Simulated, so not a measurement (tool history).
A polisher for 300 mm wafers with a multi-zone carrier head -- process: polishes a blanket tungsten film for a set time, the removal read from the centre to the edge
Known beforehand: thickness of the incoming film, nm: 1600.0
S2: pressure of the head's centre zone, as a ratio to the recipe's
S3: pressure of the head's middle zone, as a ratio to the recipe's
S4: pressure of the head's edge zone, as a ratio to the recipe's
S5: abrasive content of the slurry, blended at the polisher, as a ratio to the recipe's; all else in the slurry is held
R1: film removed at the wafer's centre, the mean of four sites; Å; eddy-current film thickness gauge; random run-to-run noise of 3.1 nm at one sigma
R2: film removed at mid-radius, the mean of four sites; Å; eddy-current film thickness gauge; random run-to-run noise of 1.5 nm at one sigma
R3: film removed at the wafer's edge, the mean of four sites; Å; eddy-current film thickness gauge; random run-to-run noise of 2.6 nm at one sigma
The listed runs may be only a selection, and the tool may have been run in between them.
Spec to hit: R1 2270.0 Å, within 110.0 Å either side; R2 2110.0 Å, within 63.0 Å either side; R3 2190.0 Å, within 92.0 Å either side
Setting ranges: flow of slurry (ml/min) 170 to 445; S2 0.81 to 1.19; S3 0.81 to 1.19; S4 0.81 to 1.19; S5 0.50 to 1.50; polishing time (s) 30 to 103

{"run": 1, "hour": 0.0, "flow of slurry (ml/min)": 285, "S2": 1.0, "S3": 1.0, "S4": 1.0, "S5": 1.0, "polishing time (s)": 66, "R1": 3567.1, "R2": 3609.4, "R3": 3522.0}
{"run": 2, "hour": 6.0, "flow of slurry (ml/min)": 285, "S2": 1.0, "S3": 1.06, "S4": 1.0, "S5": 1.0, "polishing time (s)": 66, "R1": 3556.7, "R2": 3775.4, "R3": 3507.8}
{"run": 3, "hour": 12.0, "flow of slurry (ml/min)": 285, "S2": 1.0, "S3": 1.06, "S4": 1.0, "S5": 1.0, "polishing time (s)": 79, "R1": 4319.9, "R2": 4520.5, "R3": 4188.9}
{"run": 4, "hour": 16.7, "flow of slurry (ml/min)": 245, "S2": 1.0, "S3": 1.06, "S4": 1.0, "S5": 1.0, "polishing time (s)": 79, "R1": 4237.2, "R2": 4453.9, "R3": 4225.2}
{"run": 5, "hour": 18.8, "flow of slurry (ml/min)": 245, "S2": 1.0, "S3": 1.0, "S4": 1.0, "S5": 1.0, "polishing time (s)": 79, "R1": 4187.6, "R2": 4242.5, "R3": 4185.1}
{"run": 6, "hour": 27.0, "flow of slurry (ml/min)": 245, "S2": 1.0, "S3": 1.0, "S4": 0.93, "S5": 1.0, "polishing time (s)": 79, "R1": 4219.4, "R2": 4261.7, "R3": 4077.7}
{"hour": 32.4, "done": "edge zone pressure recalibrated"}
{"run": 7, "hour": 32.4, "flow of slurry (ml/min)": 245, "S2": 1.0, "S3": 0.98, "S4": 0.92, "S5": 0.9, "polishing time (s)": 73, "R1": 3755.0, "R2": 3738.2, "R3": 3625.8}
{"run": 8, "hour": 36.4, "flow of slurry (ml/min)": 245, "S2": 1.0, "S3": 0.96, "S4": 0.91, "S5": 0.85, "polishing time (s)": 69, "R1": 3510.7, "R2": 3437.2, "R3": 3297.9}
{"run": 9, "hour": 45.0, "flow of slurry (ml/min)": 240, "S2": 0.99, "S3": 0.94, "S4": 0.91, "S5": 0.8, "polishing time (s)": 66, "R1": 3263.0, "R2": 3174.8, "R3": 3172.8}
{"run": 10, "hour": 47.8, "flow of slurry (ml/min)": 240, "S2": 0.99, "S3": 0.93, "S4": 0.9, "S5": 0.75, "polishing time (s)": 63, "R1": 3048.1, "R2": 2948.6, "R3": 2892.6}
{"run": 11, "hour": 49.9, "flow of slurry (ml/min)": 240, "S2": 0.98, "S3": 0.91, "S4": 0.9, "S5": 0.7, "polishing time (s)": 61, "R1": 2905.1, "R2": 2762.7, "R3": 2775.6}
{"run": 12, "hour": 56.9, "flow of slurry (ml/min)": 240, "S2": 0.97, "S3": 0.9, "S4": 0.89, "S5": 0.65, "polishing time (s)": 59, "R1": 2722.1, "R2": 2617.4, "R3": 2672.7}

Exercise: of the 4 proposed moves below, exactly one satisfies all targets within the stated allowed misses. Which move is it?
{"run": "A", "hour": 63.9, "flow of slurry (ml/min)": 220, "S2": 0.96, "S3": 0.86, "S4": 0.85, "S5": 0.6, "polishing time (s)": 51, "R1": "?", "R2": "?", "R3": "?"}
{"run": "B", "hour": 63.9, "flow of slurry (ml/min)": 205, "S2": 0.89, "S3": 0.81, "S4": 1.01, "S5": 0.6, "polishing time (s)": 83, "R1": "?", "R2": "?", "R3": "?"}
{"run": "C", "hour": 63.9, "flow of slurry (ml/min)": 280, "S2": 1.0, "S3": 1.08, "S4": 0.81, "S5": 1.05, "polishing time (s)": 49, "R1": "?", "R2": "?", "R3": "?"}
{"run": "D", "hour": 63.9, "flow of slurry (ml/min)": 205, "S2": 0.89, "S3": 0.87, "S4": 1.03, "S5": 0.75, "polishing time (s)": 47, "R1": "?", "R2": "?", "R3": "?"}

move=A R1=2303.1 R2=2098.7 R3=2189.7
move=B R1=3434.0 R2=3221.2 R3=3762.3
move=C R1=2715.4 R2=2860.4 R3=2402.5
move=D R1=2047.4 R2=2035.5 R3=2256.8
A: hits every target within its allowed miss
B: the biggest miss grows against the last run
C: the biggest miss grows against the last run
D: the result that was furthest off in the last run now lies on the other side of its target
Go with A: it meets all targets.

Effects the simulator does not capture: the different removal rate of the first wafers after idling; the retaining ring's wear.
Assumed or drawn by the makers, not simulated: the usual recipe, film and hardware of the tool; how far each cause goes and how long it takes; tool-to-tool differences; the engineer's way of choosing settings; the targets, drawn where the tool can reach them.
